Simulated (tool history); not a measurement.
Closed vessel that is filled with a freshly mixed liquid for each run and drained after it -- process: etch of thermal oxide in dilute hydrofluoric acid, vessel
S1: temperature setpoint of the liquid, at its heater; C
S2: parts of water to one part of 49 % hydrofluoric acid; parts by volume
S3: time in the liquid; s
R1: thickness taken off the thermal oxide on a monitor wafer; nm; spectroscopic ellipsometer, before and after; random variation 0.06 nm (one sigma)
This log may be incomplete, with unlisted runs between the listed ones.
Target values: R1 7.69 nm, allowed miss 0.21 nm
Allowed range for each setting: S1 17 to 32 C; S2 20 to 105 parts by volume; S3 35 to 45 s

run,hour,S1,S2,S3,R1
1,0,24,55,45,3.583
2,2.2,24,55,35,2.7957
3,5.1,25.5,45,35,3.6451
4,6.8,27,40,35,4.4796
5,8.5,28,35,35,5.2881
6,17.3,25.5,35,35,4.7948
# hour 22.1: hydrofluoric acid flow meter replaced
7,22.1,27,30,35,6.793
8,26.2,27,30,35,6.8563

5 next moves are on the table. One of them brings every result within its allowed miss. Which?
A,30.3,29,30,40,?
B,30.3,27.5,25,35,?
C,30.3,24.5,30,35,?
D,30.3,27,30,40,?
E,30.3,21.5,25,35,?

move,R1
A,8.4912
B,8.4522
C,6.178
D,7.8286
E,6.5741
A: pushes the last run's worst result past its target
B: pushes the last run's worst result past its target
C: misses by more than the last run did
D: all results land within tolerance of their targets
E: misses by more than the last run did
D meets every target.

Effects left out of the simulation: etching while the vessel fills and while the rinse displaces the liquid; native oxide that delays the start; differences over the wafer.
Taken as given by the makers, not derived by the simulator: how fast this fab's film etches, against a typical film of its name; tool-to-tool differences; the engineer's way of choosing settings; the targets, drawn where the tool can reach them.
